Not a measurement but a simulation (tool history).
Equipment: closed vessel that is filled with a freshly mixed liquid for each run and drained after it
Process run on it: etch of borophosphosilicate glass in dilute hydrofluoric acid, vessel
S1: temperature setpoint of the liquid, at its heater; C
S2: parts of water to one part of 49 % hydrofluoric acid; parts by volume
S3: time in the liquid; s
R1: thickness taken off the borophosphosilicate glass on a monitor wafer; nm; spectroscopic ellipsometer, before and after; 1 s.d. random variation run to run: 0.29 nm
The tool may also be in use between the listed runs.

{"run": 1, "hour": 0.0, "S1": 25.0, "S2": 175, "S3": 370, "R1": 64.723}
{"run": 2, "hour": 8.2, "S1": 22.0, "S2": 175, "S3": 370, "R1": 58.038}
{"run": 3, "hour": 11.7, "S1": 24.0, "S2": 175, "S3": 370, "R1": 62.354}
{"run": 4, "hour": 15.3, "S1": 22.5, "S2": 185, "S3": 370, "R1": 54.562}
{"run": 5, "hour": 18.5, "S1": 21.5, "S2": 190, "S3": 370, "R1": 51.38}
{"run": 6, "hour": 26.8, "S1": 19.5, "S2": 190, "S3": 370, "R1": 47.563}
{"run": 7, "hour": 30.1, "S1": 19.0, "S2": 195, "S3": 370, "R1": 45.805}

Predict the results of run 8:
{"run": 8, "hour": 36.8, "S1": 18.5, "S2": 200, "S3": 370, "R1": "?"}

{"run 8": {"R1": 43.233}}

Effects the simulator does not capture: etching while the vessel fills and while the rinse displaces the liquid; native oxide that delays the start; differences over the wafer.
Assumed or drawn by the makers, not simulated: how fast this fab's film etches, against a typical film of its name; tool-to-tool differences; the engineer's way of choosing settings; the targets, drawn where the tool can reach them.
